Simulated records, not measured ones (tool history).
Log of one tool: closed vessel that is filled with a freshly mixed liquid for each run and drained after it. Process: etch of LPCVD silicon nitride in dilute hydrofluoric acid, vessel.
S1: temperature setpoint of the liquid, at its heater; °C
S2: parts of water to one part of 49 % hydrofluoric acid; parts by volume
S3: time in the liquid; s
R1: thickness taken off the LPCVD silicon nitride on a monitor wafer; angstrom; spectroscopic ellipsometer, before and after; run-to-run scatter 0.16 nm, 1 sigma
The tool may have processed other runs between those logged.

| run | hour | S1 | S2 | S3 | R1 |
|---|---|---|---|---|---|
| 1 | 0.0 | 26.0 | 50 | 965 | 117.310 |
| 2 | 7.4 | 26.0 | 50 | 965 | 118.580 |
| 3 | 9.5 | 26.0 | 50 | 965 | 116.990 |
| 4 | 17.8 | 26.0 | 35 | 965 | 166.640 |
| 5 | 25.9 | 26.0 | 35 | 760 | 130.790 |
| 6 | 32.5 | 26.0 | 50 | 760 | 92.362 |
| 7 | 40.9 | 26.0 | 50 | 760 | 92.843 |
| 8 | 48.5 | 27.0 | 50 | 760 | 99.933 |
| 9 | 49.0 | 27.5 | 50 | 760 | 100.620 |
| 10 | 55.7 | 28.0 | 50 | 760 | 105.970 |
| 11 | 56.5 | 28.5 | 50 | 760 | 107.910 |
| 12 | 62.0 | 29.0 | 50 | 760 | 111.080 |
| 13 | 63.7 | 29.5 | 50 | 760 | 116.570 |
| 14 | 72.7 | 30.0 | 50 | 760 | 119.770 |
| 15 | 81.2 | 30.5 | 50 | 760 | 123.870 |
| 16 | 89.9 | 31.0 | 50 | 760 | 128.680 |
| 17 | 93.7 | 31.5 | 50 | 760 | 131.340 |

Predict the results of run 18:
| 18 | 94.8 | 34.0 | 40 | 765 | ? |

R1: 191.810 angstrom
